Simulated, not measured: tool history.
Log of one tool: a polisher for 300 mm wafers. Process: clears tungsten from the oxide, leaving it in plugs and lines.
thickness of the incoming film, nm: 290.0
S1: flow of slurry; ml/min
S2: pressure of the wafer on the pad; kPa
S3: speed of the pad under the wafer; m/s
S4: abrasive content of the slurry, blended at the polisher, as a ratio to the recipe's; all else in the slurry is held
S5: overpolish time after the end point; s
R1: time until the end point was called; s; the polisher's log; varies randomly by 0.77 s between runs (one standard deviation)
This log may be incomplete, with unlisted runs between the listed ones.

Run 1, day 0: S1 220 ml/min, S2 21.4 kPa, S3 1.18 m/s, S4 1, S5 32 s. Result: R1 59.606 s.
Run 2, day 0.254: S1 220 ml/min, S2 21.4 kPa, S3 1.46 m/s, S4 1, S5 32 s. Result: R1 49.494 s.
Run 3, day 0.396: S1 220 ml/min, S2 21.4 kPa, S3 1.46 m/s, S4 1.15, S5 32 s. Result: R1 47.584 s.
Run 4, day 0.65: S1 220 ml/min, S2 21.4 kPa, S3 1.2 m/s, S4 1.15, S5 32 s. Result: R1 57.046 s.
Run 5, day 0.967: S1 220 ml/min, S2 21.4 kPa, S3 1.2 m/s, S4 1.25, S5 32 s. Result: R1 56.372 s.
Run 6, day 1.167: S1 175 ml/min, S2 21.4 kPa, S3 1.2 m/s, S4 1.25, S5 32 s. Result: R1 56.784 s.
Run 7, day 1.479: S1 175 ml/min, S2 20 kPa, S3 1.2 m/s, S4 1.25, S5 32 s. Result: R1 59.849 s.

Expected results for the next run?
At day 1.712: head pressure recalibrated.
Run 8, day 1.712: S1 175 ml/min, S2 18.6 kPa, S3 1.2 m/s, S4 1.25, S5 32 s. Result: R1 ?.

R1: 57.88 s
